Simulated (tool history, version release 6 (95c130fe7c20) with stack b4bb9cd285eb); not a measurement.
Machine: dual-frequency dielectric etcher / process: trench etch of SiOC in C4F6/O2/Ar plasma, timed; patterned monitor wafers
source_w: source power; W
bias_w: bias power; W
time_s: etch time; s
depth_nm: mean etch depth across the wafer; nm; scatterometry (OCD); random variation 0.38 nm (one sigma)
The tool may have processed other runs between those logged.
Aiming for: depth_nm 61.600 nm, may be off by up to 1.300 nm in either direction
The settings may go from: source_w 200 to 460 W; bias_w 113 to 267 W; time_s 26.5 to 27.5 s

run	day	source_w	bias_w	time_s	depth_nm
1	0.000	330	190	26.5	55.019
2	0.058	290	190	26.5	52.237
3	0.100	290	190	27.5	52.945
4	0.317	310	192	27.5	55.589
5	0.388	310	192	26.5	53.982
6	0.504	260	192	26.5	48.491
7	0.542	290	194	26.5	51.300
8	0.796	310	197	26.5	54.403
9	0.900	320	198	26.5	55.275
10	1.188	330	199	26.5	55.817
11	1.288	340	200	26.5	56.940
12	1.425	350	201	26.5	57.874
13	1.783	360	202	26.5	58.800
14	1.833	370	203	26.5	59.626
15	2.025	370	204	26.5	59.483
16	2.271	370	205	26.5	59.554
17	2.596	370	206	26.5	59.547

Next run, 4 choices. One meets every target within its allowed miss, the rest don't. Which?
A	2.921	340	222	26.5	?
B	2.921	310	231	27.5	?
C	2.921	320	231	27.0	?
D	2.921	380	207	27.0	?

move	depth_nm
A	58.343
B	58.139
C	58.078
D	62.007
A: the biggest miss grows against the last run
B: the biggest miss grows against the last run
C: the biggest miss grows against the last run
D: each result inside its tolerance
Answer: D

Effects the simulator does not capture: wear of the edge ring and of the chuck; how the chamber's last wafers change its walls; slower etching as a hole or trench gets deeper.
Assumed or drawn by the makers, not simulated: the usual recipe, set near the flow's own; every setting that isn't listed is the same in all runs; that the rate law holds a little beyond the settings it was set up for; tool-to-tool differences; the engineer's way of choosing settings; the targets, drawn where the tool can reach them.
